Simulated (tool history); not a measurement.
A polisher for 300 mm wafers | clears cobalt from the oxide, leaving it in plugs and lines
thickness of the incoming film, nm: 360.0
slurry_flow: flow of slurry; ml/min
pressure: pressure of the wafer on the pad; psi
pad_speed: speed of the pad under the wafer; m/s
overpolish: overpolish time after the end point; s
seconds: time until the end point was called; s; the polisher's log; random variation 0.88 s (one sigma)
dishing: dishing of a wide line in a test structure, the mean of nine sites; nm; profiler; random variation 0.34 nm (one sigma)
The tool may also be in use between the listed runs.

run	hour	slurry_flow	pressure	pad_speed	overpolish	seconds	dishing
1	0.0	240	2.2	1.02	11	63.340	29.328
2	2.3	190	2.2	1.02	11	65.383	28.980
3	11.2	190	2.3	1.02	11	61.116	30.017
4	18.2	190	2.3	0.82	11	75.083	26.471
5	27.2	190	2.3	0.82	13	77.747	29.149
6	33.1	190	2.3	0.82	11	79.673	27.405

Forecast run 7:
7	37.4	190	2.4	0.82	11	?	?

{"run 7": {"seconds": 73.68, "dishing": 27.608}}

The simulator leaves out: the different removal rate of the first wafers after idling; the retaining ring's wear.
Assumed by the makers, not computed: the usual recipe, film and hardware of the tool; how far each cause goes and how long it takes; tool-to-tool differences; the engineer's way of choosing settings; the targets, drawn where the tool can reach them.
